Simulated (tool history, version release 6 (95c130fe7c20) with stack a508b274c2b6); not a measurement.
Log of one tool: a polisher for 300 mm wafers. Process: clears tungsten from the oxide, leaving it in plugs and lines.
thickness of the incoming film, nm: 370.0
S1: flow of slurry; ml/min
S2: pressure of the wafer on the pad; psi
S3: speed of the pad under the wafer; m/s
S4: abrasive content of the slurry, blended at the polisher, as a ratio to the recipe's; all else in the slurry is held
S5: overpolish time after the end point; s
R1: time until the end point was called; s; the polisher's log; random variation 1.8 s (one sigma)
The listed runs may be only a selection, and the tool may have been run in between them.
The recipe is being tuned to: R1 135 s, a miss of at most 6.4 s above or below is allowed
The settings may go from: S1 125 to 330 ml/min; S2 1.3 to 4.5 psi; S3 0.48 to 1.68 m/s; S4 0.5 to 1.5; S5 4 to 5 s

Run 1, hour 0: S1 210 ml/min, S2 2.9 psi, S3 1.08 m/s, S4 1, S5 5 s. Result: R1 96.968 s.
Run 2, hour 1.8: S1 210 ml/min, S2 2.7 psi, S3 1.08 m/s, S4 1, S5 5 s. Result: R1 105.22 s.
Run 3, hour 5.6: S1 210 ml/min, S2 2.7 psi, S3 1.08 m/s, S4 1, S5 4 s. Result: R1 103.95 s.
Run 4, hour 10.7: S1 210 ml/min, S2 2.7 psi, S3 1.08 m/s, S4 1, S5 4 s. Result: R1 102.54 s.
Run 5, hour 13.3: S1 210 ml/min, S2 2.5 psi, S3 1.08 m/s, S4 1, S5 4 s. Result: R1 108.46 s.
Run 6, hour 18.9: S1 210 ml/min, S2 2.3 psi, S3 1.08 m/s, S4 1, S5 4 s. Result: R1 119.35 s.
Run 7, hour 25.1: S1 210 ml/min, S2 2.2 psi, S3 1.08 m/s, S4 1, S5 4 s. Result: R1 120.09 s.
Run 8, hour 30.9: S1 210 ml/min, S2 2.1 psi, S3 1.08 m/s, S4 1, S5 4 s. Result: R1 129.14 s.

Which of these 4 next moves meets every target?
Run A, hour 36.7: S1 195 ml/min, S2 2.3 psi, S3 1.08 m/s, S4 0.95, S5 4 s. Result: R1 ?.
Run B, hour 36.7: S1 195 ml/min, S2 2.2 psi, S3 1.06 m/s, S4 1.15, S5 5 s. Result: R1 ?.
Run C, hour 36.7: S1 195 ml/min, S2 2.1 psi, S3 1.32 m/s, S4 0.85, S5 5 s. Result: R1 ?.
Run D, hour 36.7: S1 230 ml/min, S2 1.9 psi, S3 1.14 m/s, S4 0.95, S5 5 s. Result: R1 ?.

move      R1
   A  118.29
   B  118.81
   C  113.28
   D   131.9
A: misses by more than the last run did
B: misses by more than the last run did
C: misses by more than the last run did
D: every result lands within tolerance
So the answer is move D, the one that meets all the targets.
